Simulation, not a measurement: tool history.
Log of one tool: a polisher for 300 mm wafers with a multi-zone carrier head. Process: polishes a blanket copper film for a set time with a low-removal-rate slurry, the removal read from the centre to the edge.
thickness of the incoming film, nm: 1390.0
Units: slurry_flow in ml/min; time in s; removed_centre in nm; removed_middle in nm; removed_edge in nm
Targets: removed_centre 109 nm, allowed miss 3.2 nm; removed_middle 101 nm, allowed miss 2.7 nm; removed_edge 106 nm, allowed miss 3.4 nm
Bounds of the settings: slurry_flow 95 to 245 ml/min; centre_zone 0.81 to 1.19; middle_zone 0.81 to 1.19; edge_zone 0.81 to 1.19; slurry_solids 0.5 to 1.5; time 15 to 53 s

run  hour  slurry_flow  centre_zone  middle_zone  edge_zone  slurry_solids  time  removed_centre  removed_middle  removed_edge
  1     0          155            1            1          1              1    34          158.25           160.3        163.62
  2   6.8          155            1            1          1            1.1    34          162.49          162.18        165.51
  3   7.5          120            1            1          1            1.1    34          154.35          158.88        160.35
  4    13          120         1.01         0.97       0.96           0.95    32          141.02          137.72         145.5
  5  21.7          125         1.02         0.98       0.93           0.85    30          128.68          127.35        127.21
  6  26.6          125         1.02         0.98       0.89           0.85    30           128.9          126.85         128.5
  7  28.1          125         1.03         0.96       0.88           0.75    29          121.45          116.48        120.48
  8  35.9          120         1.04         0.95       0.87            0.7    29          119.15          110.62        114.54
  9  41.1          115         1.04         0.94       0.86           0.65    29          114.55          106.45        109.72

4 next moves are on the table. One of them brings every result within its allowed miss. Which?
  A  46.3          130         1.02         0.92       0.87           0.55    29               ?               ?             ?
  B  46.3          105         1.04         1.03       0.85            0.7    28               ?               ?             ?
  C  46.3          120         1.01         0.87       0.88           0.75    29               ?               ?             ?
  D  46.3          140         1.07         1.08       0.86            0.5    30               ?               ?             ?

move  removed_centre  removed_middle  removed_edge
   A          109.15           101.6        106.79
   B          111.61          112.62        108.26
   C          118.47          106.61        118.35
   D           115.9          117.33        106.75
A: meets every target
B: further off than the last run
C: further off than the last run
D: further off than the last run
Move A is the one to make.
